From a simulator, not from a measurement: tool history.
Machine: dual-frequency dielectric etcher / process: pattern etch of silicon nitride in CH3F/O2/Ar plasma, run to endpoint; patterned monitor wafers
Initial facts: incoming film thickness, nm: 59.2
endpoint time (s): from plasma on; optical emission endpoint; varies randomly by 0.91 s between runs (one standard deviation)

run	hour	source power (W)	bias power (W)	endpoint time (s)
1	0.0	470	70	90.037
2	6.8	430	68	93.556
3	12.0	460	68	91.128
4	20.3	410	68	93.338
5	27.9	390	64	96.252
6	35.5	430	64	94.378

Estimate the outcome of run 7 from the log above:
7	40.2	400	61	?

{"run 7": {"endpoint time (s)": 97.253}}

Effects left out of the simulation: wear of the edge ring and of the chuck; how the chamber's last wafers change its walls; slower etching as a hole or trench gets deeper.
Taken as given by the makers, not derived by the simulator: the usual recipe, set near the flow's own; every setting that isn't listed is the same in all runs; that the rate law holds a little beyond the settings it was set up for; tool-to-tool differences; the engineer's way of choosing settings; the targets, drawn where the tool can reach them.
